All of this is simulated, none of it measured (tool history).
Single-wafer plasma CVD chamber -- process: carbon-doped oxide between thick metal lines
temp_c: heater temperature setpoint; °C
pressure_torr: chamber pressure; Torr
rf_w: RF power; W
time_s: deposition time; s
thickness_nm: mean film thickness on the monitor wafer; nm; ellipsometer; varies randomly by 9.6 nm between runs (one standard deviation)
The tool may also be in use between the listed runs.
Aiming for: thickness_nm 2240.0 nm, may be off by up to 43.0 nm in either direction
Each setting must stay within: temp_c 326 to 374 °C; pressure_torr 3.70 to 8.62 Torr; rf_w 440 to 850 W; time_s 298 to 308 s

run 1 day=0.000 | temp_c=350 pressure_torr=6.16 rf_w=645 time_s=298 | thickness_nm=1887.7
run 2 day=0.229 | temp_c=349 pressure_torr=6.30 rf_w=665 time_s=298 | thickness_nm=1926.4
run 3 day=0.592 | temp_c=349 pressure_torr=6.30 rf_w=665 time_s=298 | thickness_nm=1929.2
run 4 day=0.925 | temp_c=348 pressure_torr=6.42 rf_w=680 time_s=298 | thickness_nm=1959.9
run 5 day=1.121 | temp_c=347 pressure_torr=6.51 rf_w=695 time_s=298 | thickness_nm=1986.4
run 6 day=1.196 | temp_c=346 pressure_torr=6.57 rf_w=710 time_s=298 | thickness_nm=2024.9
run 7 day=1.500 | temp_c=345 pressure_torr=6.65 rf_w=720 time_s=298 | thickness_nm=2031.3
run 8 day=1.546 | temp_c=345 pressure_torr=6.67 rf_w=735 time_s=298 | thickness_nm=2036.4
run 9 day=1.658 | temp_c=345 pressure_torr=6.67 rf_w=735 time_s=298 | thickness_nm=2052.2
run 10 day=2.012 | temp_c=345 pressure_torr=6.73 rf_w=750 time_s=298 | thickness_nm=2054.9
run 11 day=2.117 | temp_c=344 pressure_torr=6.81 rf_w=760 time_s=298 | thickness_nm=2109.1
run 12 day=2.438 | temp_c=343 pressure_torr=6.89 rf_w=765 time_s=298 | thickness_nm=2110.1
run 13 day=2.654 | temp_c=342 pressure_torr=6.95 rf_w=775 time_s=298 | thickness_nm=2115.0
run 14 day=2.779 | temp_c=342 pressure_torr=6.95 rf_w=785 time_s=298 | thickness_nm=2160.1
run 15 day=2.812 | temp_c=341 pressure_torr=6.98 rf_w=790 time_s=298 | thickness_nm=2153.8
-- day=2.850 thermocouple changed; heater temperature recalibrated
run 16 day=2.850 | temp_c=341 pressure_torr=7.01 rf_w=795 time_s=298 | thickness_nm=2144.0
run 17 day=3.225 | temp_c=341 pressure_torr=7.02 rf_w=805 time_s=298 | thickness_nm=2177.8
run 18 day=3.367 | temp_c=341 pressure_torr=7.04 rf_w=810 time_s=298 | thickness_nm=2159.9
run 19 day=3.421 | temp_c=341 pressure_torr=7.04 rf_w=810 time_s=298 | thickness_nm=2151.5
run 20 day=3.712 | temp_c=340 pressure_torr=7.10 rf_w=815 time_s=298 | thickness_nm=2159.9
run 21 day=3.754 | temp_c=340 pressure_torr=7.10 rf_w=820 time_s=299 | thickness_nm=2190.4
run 22 day=4.108 | temp_c=340 pressure_torr=7.13 rf_w=825 time_s=299 | thickness_nm=2211.2
run 23 day=4.196 | temp_c=340 pressure_torr=7.14 rf_w=825 time_s=299 | thickness_nm=2191.1

Of the 4 settings listed for the next run, only one would bring every result within its allowed miss of target. Which one?
run A day=4.283 | temp_c=342 pressure_torr=7.02 rf_w=810 time_s=298 | thickness_nm=?
run B day=4.283 | temp_c=336 pressure_torr=5.91 rf_w=745 time_s=308 | thickness_nm=?
run C day=4.283 | temp_c=338 pressure_torr=7.34 rf_w=740 time_s=300 | thickness_nm=?
run D day=4.283 | temp_c=328 pressure_torr=6.46 rf_w=830 time_s=298 | thickness_nm=?

move=A thickness_nm=2155.2
move=B thickness_nm=2135.8
move=C thickness_nm=2106.2
move=D thickness_nm=2252.9
A: the biggest miss grows against the last run
B: the biggest miss grows against the last run
C: the biggest miss grows against the last run
D: every result within its allowed miss
D meets every target.
